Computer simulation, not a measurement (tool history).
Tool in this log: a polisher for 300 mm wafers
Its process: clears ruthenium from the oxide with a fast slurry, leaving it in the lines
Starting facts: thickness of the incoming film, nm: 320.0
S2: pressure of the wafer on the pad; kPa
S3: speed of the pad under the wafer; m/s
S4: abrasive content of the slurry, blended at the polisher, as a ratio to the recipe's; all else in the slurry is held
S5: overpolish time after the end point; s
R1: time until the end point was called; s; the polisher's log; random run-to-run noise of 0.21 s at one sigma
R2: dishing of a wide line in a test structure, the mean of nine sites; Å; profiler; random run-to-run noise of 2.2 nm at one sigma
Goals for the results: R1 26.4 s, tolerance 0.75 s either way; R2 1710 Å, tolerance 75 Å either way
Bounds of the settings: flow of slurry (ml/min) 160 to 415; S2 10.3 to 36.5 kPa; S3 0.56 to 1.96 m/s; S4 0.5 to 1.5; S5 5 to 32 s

Run 1, hour 0: flow of slurry (ml/min) 265, S2 23.4 kPa, S3 1.26 m/s, S4 1, S5 16 s. Result: R1 45.58 s, R2 862.63 Å.
Run 2, hour 5: flow of slurry (ml/min) 265, S2 23.4 kPa, S3 1.26 m/s, S4 1, S5 9 s. Result: R1 45.745 s, R2 555.54 Å.
Run 3, hour 8.3: flow of slurry (ml/min) 265, S2 23.4 kPa, S3 1.26 m/s, S4 1, S5 5 s. Result: R1 45.806 s, R2 319.71 Å.
Run 4, hour 14.8: flow of slurry (ml/min) 265, S2 23.4 kPa, S3 1.26 m/s, S4 0.9, S5 5 s. Result: R1 48.4 s, R2 296.15 Å.
Run 5, hour 16: flow of slurry (ml/min) 265, S2 23.4 kPa, S3 1.36 m/s, S4 1.05, S5 7 s. Result: R1 41.784 s, R2 475.85 Å.
Run 6, hour 18.3: flow of slurry (ml/min) 265, S2 24.1 kPa, S3 1.42 m/s, S4 1.15, S5 9 s. Result: R1 37.343 s, R2 646.07 Å.
Run 7, hour 22.5: flow of slurry (ml/min) 265, S2 25.5 kPa, S3 1.44 m/s, S4 1.25, S5 11 s. Result: R1 34.066 s, R2 817.59 Å.
Run 8, hour 24.2: flow of slurry (ml/min) 265, S2 26.2 kPa, S3 1.46 m/s, S4 1.3, S5 13 s. Result: R1 32.273 s, R2 986.66 Å.
Run 9, hour 25.1: flow of slurry (ml/min) 265, S2 26.9 kPa, S3 1.48 m/s, S4 1.35, S5 14 s. Result: R1 30.751 s, R2 1082.6 Å.
Run 10, hour 30.7: flow of slurry (ml/min) 265, S2 27.6 kPa, S3 1.5 m/s, S4 1.4, S5 15 s. Result: R1 29.403 s, R2 1187.3 Å.
Run 11, hour 37.5: flow of slurry (ml/min) 265, S2 31 kPa, S3 1.5 m/s, S4 1.4, S5 21 s. Result: R1 26.573 s, R2 1558 Å.
Run 12, hour 41: flow of slurry (ml/min) 265, S2 31 kPa, S3 1.52 m/s, S4 1.4, S5 22 s. Result: R1 26.207 s, R2 1620.5 Å.

Consider the 4 candidate settings below. Which is the only one whose results all fall within their allowed miss of target?
Run A, hour 44.5: flow of slurry (ml/min) 245, S2 28.3 kPa, S3 1.84 m/s, S4 1.35, S5 18 s. Result: R1 ?, R2 ?.
Run B, hour 44.5: flow of slurry (ml/min) 275, S2 34.5 kPa, S3 1.62 m/s, S4 1.15, S5 19 s. Result: R1 ?, R2 ?.
Run C, hour 44.5: flow of slurry (ml/min) 360, S2 28.3 kPa, S3 1.58 m/s, S4 1.4, S5 25 s. Result: R1 ?, R2 ?.
Run D, hour 44.5: flow of slurry (ml/min) 280, S2 29.6 kPa, S3 1.64 m/s, S4 1.45, S5 19 s. Result: R1 ?, R2 ?.

move      R1      R2
   A  24.122  1526.5
   B  24.289  1568.9
   C   26.59  1732.8
   D  24.859  1548.1
A: further off than the last run
B: further off than the last run
C: all results land within tolerance of their targets
D: further off than the last run
So the answer is move C, the one that meets all the targets.
